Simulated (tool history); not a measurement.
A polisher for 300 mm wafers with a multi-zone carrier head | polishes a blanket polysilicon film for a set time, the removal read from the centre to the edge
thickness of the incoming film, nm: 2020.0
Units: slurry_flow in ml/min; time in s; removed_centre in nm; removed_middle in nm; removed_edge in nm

Run 1, day 0.000: slurry_flow 235 ml/min, centre_zone 1.00, middle_zone 1.00, edge_zone 1.00, time 76 s. Result: removed_centre 345.35 nm, removed_middle 357.49 nm, removed_edge 361.77 nm.
Run 2, day 0.038: slurry_flow 225 ml/min, centre_zone 1.00, middle_zone 0.96, edge_zone 0.96, time 75 s. Result: removed_centre 338.15 nm, removed_middle 340.16 nm, removed_edge 349.12 nm.
Run 3, day 0.275: slurry_flow 225 ml/min, centre_zone 1.00, middle_zone 0.92, edge_zone 0.96, time 75 s. Result: removed_centre 337.42 nm, removed_middle 326.69 nm, removed_edge 350.02 nm.
Run 4, day 0.329: slurry_flow 225 ml/min, centre_zone 1.00, middle_zone 0.92, edge_zone 0.91, time 75 s. Result: removed_centre 339.51 nm, removed_middle 323.92 nm, removed_edge 342.23 nm.
Run 5, day 0.654: slurry_flow 225 ml/min, centre_zone 1.07, middle_zone 0.92, edge_zone 0.91, time 75 s. Result: removed_centre 356.63 nm, removed_middle 327.06 nm, removed_edge 339.97 nm.
Run 6, day 0.954: slurry_flow 195 ml/min, centre_zone 1.07, middle_zone 0.92, edge_zone 0.91, time 75 s. Result: removed_centre 352.13 nm, removed_middle 320.87 nm, removed_edge 332.61 nm.

The next listed run, before its measurement:
Run 7, day 1.029: slurry_flow 185 ml/min, centre_zone 1.06, middle_zone 0.91, edge_zone 0.89, time 75 s. Result: removed_centre ?, removed_middle ?, removed_edge ?.

Run 7 gave removed_centre 344.91 nm, removed_middle 317.66 nm, removed_edge 333.87 nm.
